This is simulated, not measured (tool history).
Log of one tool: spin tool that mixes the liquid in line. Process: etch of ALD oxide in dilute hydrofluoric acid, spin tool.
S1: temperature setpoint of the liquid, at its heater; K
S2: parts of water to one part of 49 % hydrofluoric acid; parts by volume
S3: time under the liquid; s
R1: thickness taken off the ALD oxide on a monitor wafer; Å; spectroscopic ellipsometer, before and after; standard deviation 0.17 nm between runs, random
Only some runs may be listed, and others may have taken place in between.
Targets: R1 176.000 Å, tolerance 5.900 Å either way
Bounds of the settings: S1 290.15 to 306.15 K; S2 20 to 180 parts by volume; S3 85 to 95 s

run 1 hour=0.0 | S1=298.15 S2=100 S3=85 | R1=114.900
run 2 hour=2.3 | S1=298.15 S2=100 S3=95 | R1=127.090
run 3 hour=4.0 | S1=298.15 S2=125 S3=95 | R1=97.990
run 4 hour=12.9 | S1=299.65 S2=125 S3=95 | R1=105.610
run 5 hour=18.1 | S1=299.65 S2=125 S3=85 | R1=94.574
run 6 hour=21.5 | S1=300.65 S2=120 S3=85 | R1=103.400
run 7 hour=24.9 | S1=300.65 S2=120 S3=85 | R1=102.720
run 8 hour=26.0 | S1=301.65 S2=115 S3=85 | R1=112.230
run 9 hour=31.6 | S1=302.15 S2=110 S3=85 | R1=120.580
run 10 hour=38.2 | S1=306.15 S2=85 S3=85 | R1=188.740
run 11 hour=39.5 | S1=306.15 S2=85 S3=85 | R1=185.780
run 12 hour=47.5 | S1=305.65 S2=85 S3=85 | R1=184.450

4 candidate next runs follow, results not yet known. Just one meets every target within its allowed miss. Identify it.
run A hour=55.5 | S1=303.65 S2=90 S3=85 | R1=?
run B hour=55.5 | S1=304.65 S2=85 S3=95 | R1=?
run C hour=55.5 | S1=301.65 S2=85 S3=85 | R1=?
run D hour=55.5 | S1=306.15 S2=100 S3=95 | R1=?

move=A R1=160.900
move=B R1=199.170
move=C R1=159.010
move=D R1=174.950
A: moves the result that the last run missed by most past its target, out the other side
B: further off than the last run
C: moves the result that the last run missed by most past its target, out the other side
D: in spec on every target
Correct choice: D, which meets every target
